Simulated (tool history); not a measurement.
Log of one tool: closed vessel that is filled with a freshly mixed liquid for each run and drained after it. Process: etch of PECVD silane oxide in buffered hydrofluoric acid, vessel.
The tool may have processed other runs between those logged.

run,hour,temperature setpoint of the liquid (°C),parts of 40 % ammonium fluoride to one part of 49 % hydrofluoric acid (parts by volume),time in the liquid (s),thickness taken off the PECVD silane oxide on a monitor wafer (angstrom)
1,0,24,16,100,3254
2,6,26.5,14,100,4219.6
3,7.5,26.5,12,100,4865
4,14.6,30,12,100,5926.7
5,17.4,30.5,11.5,100,6288.1
6,19.1,31,11,100,6860.6
7,22.6,31.5,11,100,6880.1

What does the tool deliver on the next run?
8,31,31.5,10.5,100,?

Run 8 produced thickness taken off the PECVD silane oxide on a monitor wafer (angstrom) 7249.

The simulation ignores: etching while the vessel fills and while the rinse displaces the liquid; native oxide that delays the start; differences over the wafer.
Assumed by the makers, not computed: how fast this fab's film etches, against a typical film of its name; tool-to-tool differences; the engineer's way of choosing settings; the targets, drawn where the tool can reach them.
